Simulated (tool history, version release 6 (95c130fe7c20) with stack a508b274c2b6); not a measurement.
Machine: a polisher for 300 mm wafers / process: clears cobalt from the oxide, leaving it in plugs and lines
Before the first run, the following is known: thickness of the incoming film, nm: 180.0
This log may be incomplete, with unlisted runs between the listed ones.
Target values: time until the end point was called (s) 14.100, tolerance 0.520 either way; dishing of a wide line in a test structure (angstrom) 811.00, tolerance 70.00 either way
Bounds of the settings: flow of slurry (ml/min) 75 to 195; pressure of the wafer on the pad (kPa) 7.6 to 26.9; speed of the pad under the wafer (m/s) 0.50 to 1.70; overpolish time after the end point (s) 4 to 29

run,day,flow of slurry (ml/min),pressure of the wafer on the pad (kPa),speed of the pad under the wafer (m/s),overpolish time after the end point (s),time until the end point was called (s),dishing of a wide line in a test structure (angstrom)
1,0.000,125,17.2,1.10,15,24.277,608.37
2,0.283,100,17.2,1.10,15,25.186,612.14
3,0.304,105,18.6,1.10,15,23.380,620.50
4,0.625,125,18.6,1.10,15,23.012,608.58
5,0.846,125,15.2,1.10,15,27.363,555.18
6,0.942,125,16.5,1.10,15,24.735,583.51
7,1.129,130,17.9,1.10,15,23.286,615.50
8,1.367,130,19.3,1.10,15,21.277,622.78
9,1.717,135,20.0,1.10,15,20.668,642.66
10,2.079,135,20.7,1.10,15,20.613,661.78
11,2.342,135,21.4,1.12,15,19.093,672.63
12,2.388,135,22.1,1.12,15,18.664,692.87

Which one of the following 4 next-run settings gets every result inside its allowed miss? There is exactly one.
A,2.433,120,23.4,1.36,11,?,?
B,2.433,100,23.4,1.14,12,?,?
C,2.433,105,22.1,1.32,23,?,?
D,2.433,105,26.2,1.28,20,?,?

move,time until the end point was called (s),dishing of a wide line in a test structure (angstrom)
A,14.783,671.55
B,18.105,639.43
C,16.515,800.42
D,14.384,799.57
A: nearer the targets than the last run, but a result is still out of spec
B: nearer the targets than the last run, but a result is still out of spec
C: nearer the targets than the last run, but a result is still out of spec
D: hits every target within its allowed miss
Answer: D
